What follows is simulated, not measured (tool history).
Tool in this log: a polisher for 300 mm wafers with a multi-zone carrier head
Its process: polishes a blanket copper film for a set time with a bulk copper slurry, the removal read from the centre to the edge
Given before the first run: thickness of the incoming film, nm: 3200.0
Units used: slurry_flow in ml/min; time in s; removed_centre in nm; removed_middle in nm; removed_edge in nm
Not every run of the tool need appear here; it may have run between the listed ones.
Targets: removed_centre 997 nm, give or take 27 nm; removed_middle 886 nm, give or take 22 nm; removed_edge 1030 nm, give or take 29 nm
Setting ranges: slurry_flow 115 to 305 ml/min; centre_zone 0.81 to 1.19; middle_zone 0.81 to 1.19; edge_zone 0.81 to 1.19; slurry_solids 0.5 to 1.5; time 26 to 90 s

Run 1, hour 0: slurry_flow 195 ml/min, centre_zone 1, middle_zone 1, edge_zone 1, slurry_solids 1, time 58 s. Result: removed_centre 798.15 nm, removed_middle 803.12 nm, removed_edge 850.39 nm.
Run 2, hour 2.9: slurry_flow 195 ml/min, centre_zone 1, middle_zone 1.05, edge_zone 1, slurry_solids 1, time 58 s. Result: removed_centre 782.14 nm, removed_middle 851.84 nm, removed_edge 843.37 nm.
Run 3, hour 6.9: slurry_flow 145 ml/min, centre_zone 1, middle_zone 1.05, edge_zone 1, slurry_solids 1, time 58 s. Result: removed_centre 769.66 nm, removed_middle 813.85 nm, removed_edge 814.25 nm.
Run 4, hour 14: slurry_flow 145 ml/min, centre_zone 1, middle_zone 1.05, edge_zone 1, slurry_solids 1.1, time 58 s. Result: removed_centre 777.53 nm, removed_middle 819.72 nm, removed_edge 841.98 nm.
Run 5, hour 22.4: slurry_flow 170 ml/min, centre_zone 1.03, middle_zone 1.04, edge_zone 1.03, slurry_solids 1.15, time 58 s. Result: removed_centre 823.84 nm, removed_middle 858.98 nm, removed_edge 864.93 nm.
Run 6, hour 24.4: slurry_flow 170 ml/min, centre_zone 1.03, middle_zone 1.04, edge_zone 1, slurry_solids 1.15, time 58 s. Result: removed_centre 821.4 nm, removed_middle 852.09 nm, removed_edge 856.38 nm.
Run 7, hour 32.3: slurry_flow 185 ml/min, centre_zone 1.05, middle_zone 1.01, edge_zone 1.04, slurry_solids 1.2, time 58 s. Result: removed_centre 856.6 nm, removed_middle 847.12 nm, removed_edge 882.95 nm.
Run 8, hour 39: slurry_flow 240 ml/min, centre_zone 1.1, middle_zone 0.92, edge_zone 1.14, slurry_solids 1.45, time 59 s. Result: removed_centre 997.99 nm, removed_middle 861.52 nm, removed_edge 1027 nm.

Which of these 5 next moves meets every target?
Run A, hour 45.7: slurry_flow 220 ml/min, centre_zone 1.07, middle_zone 0.86, edge_zone 1.11, slurry_solids 1.5, time 61 s. Result: removed_centre ?, removed_middle ?, removed_edge ?.
Run B, hour 45.7: slurry_flow 240 ml/min, centre_zone 1.13, middle_zone 0.91, edge_zone 1.11, slurry_solids 1.45, time 59 s. Result: removed_centre ?, removed_middle ?, removed_edge ?.
Run C, hour 45.7: slurry_flow 255 ml/min, centre_zone 1.04, middle_zone 0.89, edge_zone 1.05, slurry_solids 1.5, time 62 s. Result: removed_centre ?, removed_middle ?, removed_edge ?.
Run D, hour 45.7: slurry_flow 230 ml/min, centre_zone 1.12, middle_zone 0.91, edge_zone 1.15, slurry_solids 1.45, time 58 s. Result: removed_centre ?, removed_middle ?, removed_edge ?.
Run E, hour 45.7: slurry_flow 255 ml/min, centre_zone 1.14, middle_zone 0.94, edge_zone 1.18, slurry_solids 1.4, time 57 s. Result: removed_centre ?, removed_middle ?, removed_edge ?.

move  removed_centre  removed_middle  removed_edge
   A          991.86          845.26        1041.2
   B          1016.5          858.05        1005.8
   C          997.77          898.35        1040.3
   D          985.32          839.57          1004
   E          990.05          850.16        1000.2
A: the biggest miss grows against the last run
B: the biggest miss grows against the last run
C: every result within its allowed miss
D: the biggest miss grows against the last run
E: the biggest miss grows against the last run
The right move is C.
